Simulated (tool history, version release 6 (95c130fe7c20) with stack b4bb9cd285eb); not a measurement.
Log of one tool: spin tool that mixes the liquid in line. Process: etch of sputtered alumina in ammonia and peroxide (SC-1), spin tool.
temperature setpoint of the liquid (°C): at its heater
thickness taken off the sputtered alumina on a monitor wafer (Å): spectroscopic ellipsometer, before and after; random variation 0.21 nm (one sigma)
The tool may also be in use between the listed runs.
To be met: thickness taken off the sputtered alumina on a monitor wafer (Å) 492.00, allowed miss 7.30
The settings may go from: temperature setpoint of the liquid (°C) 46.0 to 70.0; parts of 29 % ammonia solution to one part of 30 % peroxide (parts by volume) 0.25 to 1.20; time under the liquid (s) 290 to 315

| run | hour | temperature setpoint of the liquid (°C) | parts of 29 % ammonia solution to one part of 30 % peroxide (parts by volume) | time under the liquid (s) | thickness taken off the sputtered alumina on a monitor wafer (Å) |
|---|---|---|---|---|---|
| 1 | 0.0 | 62.0 | 0.95 | 290 | 339.89 |
| 2 | 1.4 | 55.5 | 0.95 | 290 | 245.84 |
| 3 | 5.4 | 58.0 | 0.95 | 290 | 277.74 |
| 4 | 8.0 | 64.0 | 0.95 | 290 | 377.63 |
| 5 | 12.5 | 64.0 | 0.75 | 290 | 372.79 |
| 6 | 14.8 | 64.0 | 1.00 | 290 | 381.48 |
| 7 | 15.6 | 64.5 | 1.00 | 290 | 386.18 |
| 8 | 22.3 | 65.0 | 1.00 | 290 | 400.54 |
| 9 | 27.7 | 65.5 | 1.00 | 290 | 410.43 |
| 10 | 28.3 | 66.0 | 1.00 | 290 | 419.87 |
| 11 | 31.0 | 66.5 | 1.00 | 290 | 426.15 |

Which of these 4 next moves meets every target?
| A | 33.7 | 68.0 | 0.90 | 300 | ? |
| B | 33.7 | 67.0 | 1.10 | 305 | ? |
| C | 33.7 | 67.5 | 0.95 | 310 | ? |
| D | 33.7 | 67.5 | 1.00 | 315 | ? |

| move | thickness taken off the sputtered alumina on a monitor wafer (Å) |
|---|---|
| A | 474.97 |
| B | 468.67 |
| C | 481.44 |
| D | 491.57 |
A: nearer than the last run, and not there yet
B: nearer than the last run, and not there yet
C: nearer than the last run, and not there yet
D: meets every target
Move D is the one to make.

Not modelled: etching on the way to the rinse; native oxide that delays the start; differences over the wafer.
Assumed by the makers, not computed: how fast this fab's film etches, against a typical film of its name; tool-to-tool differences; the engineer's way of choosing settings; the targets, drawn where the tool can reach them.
